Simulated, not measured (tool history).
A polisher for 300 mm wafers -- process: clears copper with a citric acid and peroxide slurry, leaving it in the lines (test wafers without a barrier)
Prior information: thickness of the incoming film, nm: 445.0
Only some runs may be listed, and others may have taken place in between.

run,hour,flow of slurry (ml/min),pressure of the wafer on the pad (psi),speed of the pad under the wafer (m/s),abrasive content of the slurry,overpolish time after the end point (s),time until the end point was called (s),dishing of a wide line in a test structure (nm)
1,0,125,4.1,1.22,1,18,129.66,42.665
2,8.5,125,3.4,1.16,1,14,161.53,27.266
3,11.6,125,3.4,1.26,1,14,150.81,27.855
4,16.1,125,3.4,1.26,1,17,146.63,34.355
5,19.8,125,3.4,1.26,1.1,17,143.43,35.942
6,21.8,125,3.2,1.2,0.9,13,171.85,22.85
7,29.9,125,3,1.18,0.85,11,195.53,19.312
8,38.9,130,2.6,1.28,0.75,9,210.22,14.441

Predict the results of run 9:
9,46.6,130,2.5,1.3,0.7,8,?,?

time until the end point was called (s): 229.88
dishing of a wide line in a test structure (nm): 12.252
